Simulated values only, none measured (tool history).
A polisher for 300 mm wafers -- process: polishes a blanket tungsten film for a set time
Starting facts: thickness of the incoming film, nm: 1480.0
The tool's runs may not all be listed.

run  hour  flow of slurry (ml/min)  pressure of the wafer on the pad (kPa)  speed of the pad under the wafer (m/s)  abrasive content of the slurry  polishing time (s)  film removed (Å)
  1   0.0                      200                                    29.0                                    0.92                             1.0                  18            775.52
  2   7.7                      195                                    26.2                                    0.92                             1.0                  18            699.40
  3  11.0                      190                                    24.1                                    0.92                             1.0                  18            648.25
  4  12.2                      185                                    22.8                                    0.92                             1.0                  18            607.60
  5  18.0                      185                                    22.8                                    0.92                             1.2                  18            631.40
  6  22.2                      185                                    27.6                                    0.92                             1.2                  18            762.27
  7  24.3                      180                                    25.5                                    0.92                             1.2                  18            698.83
  8  29.0                      175                                    23.4                                    0.92                             1.2                  18            653.19

Run 9, settings as shown, results not yet in. Your forecast:
  9  29.9                      175                                    22.1                                    0.92                             1.2                  18                 ?

film removed (Å): 617.12
